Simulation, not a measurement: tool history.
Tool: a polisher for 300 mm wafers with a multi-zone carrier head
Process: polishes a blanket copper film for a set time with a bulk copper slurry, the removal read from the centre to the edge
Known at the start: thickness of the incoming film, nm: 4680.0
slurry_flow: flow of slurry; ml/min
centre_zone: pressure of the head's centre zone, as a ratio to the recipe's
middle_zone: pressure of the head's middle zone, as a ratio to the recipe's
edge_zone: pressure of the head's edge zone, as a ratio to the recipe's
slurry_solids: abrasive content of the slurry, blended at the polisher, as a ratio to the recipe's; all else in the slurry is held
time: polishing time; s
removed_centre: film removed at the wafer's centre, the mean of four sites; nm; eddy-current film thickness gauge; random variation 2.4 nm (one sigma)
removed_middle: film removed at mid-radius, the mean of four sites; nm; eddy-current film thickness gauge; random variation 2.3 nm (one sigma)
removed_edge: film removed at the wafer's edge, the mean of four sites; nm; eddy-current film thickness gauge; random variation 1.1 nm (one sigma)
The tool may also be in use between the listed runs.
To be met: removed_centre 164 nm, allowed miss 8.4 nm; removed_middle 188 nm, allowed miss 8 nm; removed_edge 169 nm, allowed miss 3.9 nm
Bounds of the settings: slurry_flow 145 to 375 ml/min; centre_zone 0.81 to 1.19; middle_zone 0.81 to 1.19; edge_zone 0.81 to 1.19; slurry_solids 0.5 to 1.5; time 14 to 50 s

{"run": 1, "hour": 0.0, "slurry_flow": 240, "centre_zone": 1, "middle_zone": 1, "edge_zone": 1, "slurry_solids": 1, "time": 32, "removed_centre": 244.73, "removed_middle": 247.97, "removed_edge": 254.76}
{"run": 2, "hour": 5.6, "slurry_flow": 295, "centre_zone": 1, "middle_zone": 1, "edge_zone": 1, "slurry_solids": 1, "time": 32, "removed_centre": 261.08, "removed_middle": 252.44, "removed_edge": 256.81}
{"run": 3, "hour": 7.1, "slurry_flow": 295, "centre_zone": 1, "middle_zone": 1, "edge_zone": 1, "slurry_solids": 1.2, "time": 32, "removed_centre": 260.54, "removed_middle": 255.88, "removed_edge": 269.1}
{"run": 4, "hour": 9.7, "slurry_flow": 285, "centre_zone": 0.95, "middle_zone": 1, "edge_zone": 0.96, "slurry_solids": 1, "time": 29, "removed_centre": 222.43, "removed_middle": 221.39, "removed_edge": 226.12}
{"run": 5, "hour": 10.4, "slurry_flow": 270, "centre_zone": 0.91, "middle_zone": 1.02, "edge_zone": 0.92, "slurry_solids": 0.85, "time": 28, "removed_centre": 199.89, "removed_middle": 213.08, "removed_edge": 210.04}
{"run": 6, "hour": 13.3, "slurry_flow": 265, "centre_zone": 0.9, "middle_zone": 1.04, "edge_zone": 0.89, "slurry_solids": 0.75, "time": 27, "removed_centre": 182.05, "removed_middle": 206.78, "removed_edge": 193.35}
{"run": 7, "hour": 21.7, "slurry_flow": 260, "centre_zone": 0.9, "middle_zone": 1.03, "edge_zone": 0.87, "slurry_solids": 0.65, "time": 27, "removed_centre": 180.33, "removed_middle": 200.26, "removed_edge": 187.14}
{"hour": 28.0, "done": "edge zone pressure recalibrated"}
{"run": 8, "hour": 28.0, "slurry_flow": 250, "centre_zone": 0.89, "middle_zone": 1.03, "edge_zone": 0.85, "slurry_solids": 0.6, "time": 27, "removed_centre": 172.27, "removed_middle": 195.86, "removed_edge": 177.24}

Which of these 5 next moves meets every target?
{"run": "A", "hour": 34.3, "slurry_flow": 185, "centre_zone": 0.81, "middle_zone": 1.1, "edge_zone": 0.83, "slurry_solids": 0.5, "time": 26, "removed_centre": "?", "removed_middle": "?", "removed_edge": "?"}
{"run": "B", "hour": 34.3, "slurry_flow": 235, "centre_zone": 1, "middle_zone": 1, "edge_zone": 0.84, "slurry_solids": 0.8, "time": 25, "removed_centre": "?", "removed_middle": "?", "removed_edge": "?"}
{"run": "C", "hour": 34.3, "slurry_flow": 295, "centre_zone": 0.93, "middle_zone": 0.97, "edge_zone": 0.99, "slurry_solids": 0.6, "time": 26, "removed_centre": "?", "removed_middle": "?", "removed_edge": "?"}
{"run": "D", "hour": 34.3, "slurry_flow": 320, "centre_zone": 0.87, "middle_zone": 1.01, "edge_zone": 0.84, "slurry_solids": 0.5, "time": 26, "removed_centre": "?", "removed_middle": "?", "removed_edge": "?"}
{"run": "E", "hour": 34.3, "slurry_flow": 240, "centre_zone": 0.91, "middle_zone": 0.96, "edge_zone": 0.93, "slurry_solids": 0.55, "time": 25, "removed_centre": "?", "removed_middle": "?", "removed_edge": "?"}

move=A removed_centre=142.56 removed_middle=183.48 removed_edge=159.25
move=B removed_centre=187.87 removed_middle=181.99 removed_edge=168.94
move=C removed_centre=178.5 removed_middle=181.72 removed_edge=184.86
move=D removed_centre=164.11 removed_middle=183.72 removed_edge=167.95
move=E removed_centre=161.94 removed_middle=167.73 removed_edge=167.71
A: takes the result that was furthest off past its target
B: brings the result that was furthest off to its target, and leaves another outside
C: further off than the last run
D: meets every target
E: brings the result that was furthest off to its target, and leaves another outside
Move D is the one to make.
